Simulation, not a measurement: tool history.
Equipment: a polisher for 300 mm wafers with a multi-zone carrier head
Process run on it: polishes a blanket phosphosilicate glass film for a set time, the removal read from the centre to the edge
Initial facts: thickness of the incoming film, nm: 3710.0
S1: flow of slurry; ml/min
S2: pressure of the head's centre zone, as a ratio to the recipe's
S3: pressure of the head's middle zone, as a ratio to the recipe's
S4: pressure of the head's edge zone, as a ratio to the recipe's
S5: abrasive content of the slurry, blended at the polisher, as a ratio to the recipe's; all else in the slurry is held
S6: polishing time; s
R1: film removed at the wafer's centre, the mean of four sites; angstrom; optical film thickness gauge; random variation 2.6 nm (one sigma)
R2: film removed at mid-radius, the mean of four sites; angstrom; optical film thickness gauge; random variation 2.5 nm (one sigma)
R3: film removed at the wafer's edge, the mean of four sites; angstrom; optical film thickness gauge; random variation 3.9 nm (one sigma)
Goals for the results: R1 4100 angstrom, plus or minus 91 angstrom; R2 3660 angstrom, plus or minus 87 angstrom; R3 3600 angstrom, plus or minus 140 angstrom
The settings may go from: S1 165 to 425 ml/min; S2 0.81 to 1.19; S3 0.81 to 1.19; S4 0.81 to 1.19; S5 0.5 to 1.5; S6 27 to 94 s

run	hour	S1	S2	S3	S4	S5	S6	R1	R2	R3
1	0	275	1	1	1	1	60	5373.6	5525.5	5422.8
2	6.1	275	1	1	1	1.1	60	5694.5	5808.2	5852
3	12.3	270	1	0.96	0.97	1	60	5363	5323.6	5301.5
4	19.7	270	1	0.96	0.97	0.8	60	4604.3	4552.1	4592.1
5	26.9	265	1.01	0.94	0.94	0.75	60	4396.5	4291.6	4311
# hour 34.7: slurry nozzle cleaned
6	34.7	260	1.02	0.93	0.91	0.75	60	4587.8	4319.5	4351.8
7	39.6	270	1.02	0.92	0.89	0.7	60	4278.5	4079	4043.9
8	41.7	285	1.07	0.85	0.81	0.65	60	4246.7	3642.7	3578.8
9	44.2	285	1.06	0.85	0.81	0.65	60	4189.5	3652.9	3630.8

Pick the move, out of 5, that brings all results within their allowed miss; only one does.
A	46.7	290	1.13	0.93	0.84	0.55	69	?	?	?
B	46.7	275	1.03	0.86	0.81	0.65	60	?	?	?
C	46.7	265	1.17	0.87	0.84	0.65	58	?	?	?
D	46.7	290	1.1	0.88	0.81	0.6	65	?	?	?
E	46.7	280	1.07	0.85	0.81	0.55	73	?	?	?

move	R1	R2	R3
A	4271	3640.5	3547.3
B	4054.3	3606.8	3648.1
C	4440.1	3499.1	3574.1
D	4336.4	3662.1	3645
E	4261	3619	3688.4
A: moves away from the targets compared with the last run
B: every result within its allowed miss
C: moves away from the targets compared with the last run
D: moves away from the targets compared with the last run
E: moves away from the targets compared with the last run
Move B is the one to make.

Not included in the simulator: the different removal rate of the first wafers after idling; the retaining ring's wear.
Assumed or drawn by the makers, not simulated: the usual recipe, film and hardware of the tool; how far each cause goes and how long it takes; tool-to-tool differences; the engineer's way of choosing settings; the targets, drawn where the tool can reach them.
